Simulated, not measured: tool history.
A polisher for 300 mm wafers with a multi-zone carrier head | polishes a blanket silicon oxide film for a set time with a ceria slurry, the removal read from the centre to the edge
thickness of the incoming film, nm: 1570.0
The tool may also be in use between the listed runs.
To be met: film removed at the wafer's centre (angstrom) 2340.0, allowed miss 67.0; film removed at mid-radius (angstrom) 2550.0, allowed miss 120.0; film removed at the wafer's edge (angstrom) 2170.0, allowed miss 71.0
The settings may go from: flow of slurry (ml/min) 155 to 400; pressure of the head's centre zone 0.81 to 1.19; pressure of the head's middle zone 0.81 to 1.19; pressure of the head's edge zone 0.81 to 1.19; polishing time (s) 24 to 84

| run | day | flow of slurry (ml/min) | pressure of the head's centre zone | pressure of the head's middle zone | pressure of the head's edge zone | polishing time (s) | film removed at the wafer's centre (angstrom) | film removed at mid-radius (angstrom) | film removed at the wafer's edge (angstrom) |
|---|---|---|---|---|---|---|---|---|---|
| 1 | 0.000 | 255 | 1.00 | 1.00 | 1.00 | 54 | 1925.6 | 1909.3 | 1911.0 |
| 2 | 0.279 | 255 | 1.05 | 1.00 | 1.00 | 54 | 2031.0 | 1927.6 | 1903.5 |
| 3 | 0.333 | 255 | 1.05 | 1.00 | 1.05 | 54 | 1982.1 | 1932.4 | 1900.1 |
| 4 | 0.421 | 295 | 1.05 | 1.00 | 1.05 | 54 | 2013.4 | 1997.9 | 1957.5 |
| 5 | 0.592 | 300 | 1.06 | 1.01 | 1.05 | 54 | 2072.1 | 1944.4 | 1954.5 |
| 6 | 0.875 | 285 | 1.06 | 1.03 | 1.05 | 55 | 2086.3 | 2053.4 | 1984.6 |
| 7 | 1.146 | 290 | 1.06 | 1.05 | 1.05 | 55 | 2119.1 | 2089.8 | 2001.9 |
| 8 | 1.371 | 330 | 1.05 | 1.15 | 1.03 | 59 | 2268.3 | 2359.9 | 2115.5 |
| 9 | 1.550 | 325 | 1.05 | 1.15 | 1.03 | 59 | 2250.4 | 2362.1 | 2144.4 |
| 10 | 1.733 | 325 | 1.05 | 1.15 | 1.02 | 59 | 2245.9 | 2376.8 | 2115.0 |

5 next moves are on the table. One of them brings every result within its allowed miss. Which?
| A | 1.917 | 350 | 1.05 | 1.19 | 0.98 | 61 | ? | ? | ? |
| B | 1.917 | 315 | 1.08 | 1.19 | 0.89 | 63 | ? | ? | ? |
| C | 1.917 | 385 | 0.96 | 1.16 | 0.89 | 58 | ? | ? | ? |
| D | 1.917 | 345 | 1.10 | 1.19 | 1.08 | 54 | ? | ? | ? |
| E | 1.917 | 230 | 0.94 | 1.19 | 1.01 | 64 | ? | ? | ? |

| move | film removed at the wafer's centre (angstrom) | film removed at mid-radius (angstrom) | film removed at the wafer's edge (angstrom) |
|---|---|---|---|
| A | 2380.4 | 2506.1 | 2206.9 |
| B | 2490.0 | 2563.6 | 2173.5 |
| C | 2120.5 | 2356.7 | 2028.6 |
| D | 2187.3 | 2215.0 | 2037.0 |
| E | 2167.8 | 2512.8 | 2265.6 |
A: meets every target
B: brings the result that was furthest off to its target, and leaves another outside
C: further off than the last run
D: further off than the last run
E: brings the result that was furthest off to its target, and leaves another outside
Answer: A

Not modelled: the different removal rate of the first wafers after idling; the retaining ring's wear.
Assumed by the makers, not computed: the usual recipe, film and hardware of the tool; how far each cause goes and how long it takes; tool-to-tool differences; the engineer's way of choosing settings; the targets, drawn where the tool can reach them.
